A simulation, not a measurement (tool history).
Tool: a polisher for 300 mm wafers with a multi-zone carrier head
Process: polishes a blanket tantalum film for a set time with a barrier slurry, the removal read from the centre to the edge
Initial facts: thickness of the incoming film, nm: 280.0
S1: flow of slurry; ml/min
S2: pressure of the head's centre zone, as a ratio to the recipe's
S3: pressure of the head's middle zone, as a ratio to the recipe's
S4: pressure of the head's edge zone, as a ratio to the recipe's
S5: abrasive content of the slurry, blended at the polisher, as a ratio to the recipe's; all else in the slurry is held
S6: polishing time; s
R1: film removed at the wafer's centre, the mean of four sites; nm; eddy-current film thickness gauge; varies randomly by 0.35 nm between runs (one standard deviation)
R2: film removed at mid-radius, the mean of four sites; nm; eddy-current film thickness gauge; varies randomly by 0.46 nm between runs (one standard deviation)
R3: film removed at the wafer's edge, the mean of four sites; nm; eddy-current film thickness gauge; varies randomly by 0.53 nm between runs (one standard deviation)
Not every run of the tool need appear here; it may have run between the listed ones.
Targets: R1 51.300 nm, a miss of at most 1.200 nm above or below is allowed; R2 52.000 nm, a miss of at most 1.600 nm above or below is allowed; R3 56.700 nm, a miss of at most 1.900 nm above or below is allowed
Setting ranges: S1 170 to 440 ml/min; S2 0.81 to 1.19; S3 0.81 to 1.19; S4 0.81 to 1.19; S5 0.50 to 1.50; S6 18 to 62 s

{"run": 1, "hour": 0.0, "S1": 280, "S2": 1.0, "S3": 1.0, "S4": 1.0, "S5": 1.0, "S6": 40, "R1": 94.909, "R2": 96.796, "R3": 94.907}
{"run": 2, "hour": 6.9, "S1": 270, "S2": 0.97, "S3": 0.97, "S4": 0.98, "S5": 0.9, "S6": 38, "R1": 83.087, "R2": 87.062, "R3": 85.78}
{"run": 3, "hour": 15.0, "S1": 265, "S2": 0.96, "S3": 0.94, "S4": 0.98, "S5": 0.8, "S6": 36, "R1": 75.253, "R2": 75.042, "R3": 78.328}
{"run": 4, "hour": 21.8, "S1": 265, "S2": 0.96, "S3": 0.94, "S4": 0.98, "S5": 0.8, "S6": 43, "R1": 88.867, "R2": 91.725, "R3": 92.798}
{"run": 5, "hour": 26.0, "S1": 260, "S2": 0.94, "S3": 0.92, "S4": 0.96, "S5": 0.75, "S6": 41, "R1": 81.956, "R2": 82.948, "R3": 85.743}
{"run": 6, "hour": 30.4, "S1": 250, "S2": 0.92, "S3": 0.9, "S4": 0.94, "S5": 0.7, "S6": 39, "R1": 72.579, "R2": 75.462, "R3": 79.192}
{"run": 7, "hour": 38.6, "S1": 250, "S2": 0.91, "S3": 0.89, "S4": 0.92, "S5": 0.65, "S6": 37, "R1": 66.461, "R2": 67.661, "R3": 72.223}
{"run": 8, "hour": 44.5, "S1": 250, "S2": 0.9, "S3": 0.88, "S4": 0.9, "S5": 0.6, "S6": 36, "R1": 61.981, "R2": 63.087, "R3": 66.286}
{"run": 9, "hour": 47.5, "S1": 250, "S2": 0.89, "S3": 0.87, "S4": 0.89, "S5": 0.6, "S6": 36, "R1": 60.422, "R2": 62.606, "R3": 66.224}
{"run": 10, "hour": 49.9, "S1": 250, "S2": 0.89, "S3": 0.86, "S4": 0.88, "S5": 0.6, "S6": 36, "R1": 61.777, "R2": 61.545, "R3": 65.583}
{"run": 11, "hour": 52.4, "S1": 210, "S2": 0.81, "S3": 0.81, "S4": 0.82, "S5": 0.5, "S6": 32, "R1": 43.562, "R2": 46.732, "R3": 50.55}
{"run": 12, "hour": 58.5, "S1": 290, "S2": 0.85, "S3": 0.82, "S4": 0.89, "S5": 0.5, "S6": 31, "R1": 46.201, "R2": 47.731, "R3": 52.27}
{"run": 13, "hour": 60.0, "S1": 285, "S2": 0.86, "S3": 0.83, "S4": 0.9, "S5": 0.5, "S6": 31, "R1": 47.004, "R2": 48.817, "R3": 52.002}
{"run": 14, "hour": 61.8, "S1": 275, "S2": 0.87, "S3": 0.83, "S4": 0.92, "S5": 0.5, "S6": 31, "R1": 47.738, "R2": 47.8, "R3": 53.605}
{"run": 15, "hour": 70.0, "S1": 355, "S2": 0.9, "S3": 0.89, "S4": 0.97, "S5": 0.55, "S6": 31, "R1": 53.087, "R2": 54.899, "R3": 58.454}
{"run": 16, "hour": 76.9, "S1": 355, "S2": 0.9, "S3": 0.88, "S4": 0.97, "S5": 0.55, "S6": 31, "R1": 53.165, "R2": 53.722, "R3": 58.978}

Exercise: of the 4 proposed moves below, exactly one satisfies all targets within the stated allowed misses. Which move is it?
{"run": "A", "hour": 83.8, "S1": 345, "S2": 0.89, "S3": 0.86, "S4": 0.96, "S5": 0.5, "S6": 32, "R1": "?", "R2": "?", "R3": "?"}
{"run": "B", "hour": 83.8, "S1": 365, "S2": 0.9, "S3": 0.84, "S4": 0.91, "S5": 0.5, "S6": 30, "R1": "?", "R2": "?", "R3": "?"}
{"run": "C", "hour": 83.8, "S1": 320, "S2": 0.93, "S3": 0.82, "S4": 0.89, "S5": 0.5, "S6": 31, "R1": "?", "R2": "?", "R3": "?"}
{"run": "D", "hour": 83.8, "S1": 440, "S2": 0.84, "S3": 0.85, "S4": 0.95, "S5": 0.55, "S6": 30, "R1": "?", "R2": "?", "R3": "?"}

move=A R1=51.466 R2=51.822 R3=56.669
move=B R1=49.052 R2=47.886 R3=52.024
move=C R1=51.701 R2=47.938 R3=52.747
move=D R1=48.957 R2=51.672 R3=56.516
A: in spec on every target
B: carries the result that was furthest off beyond its target, to the other side
C: brings the last run's worst result on target, with another outside its allowed miss
D: carries the result that was furthest off beyond its target, to the other side
Go with A: it meets all targets.
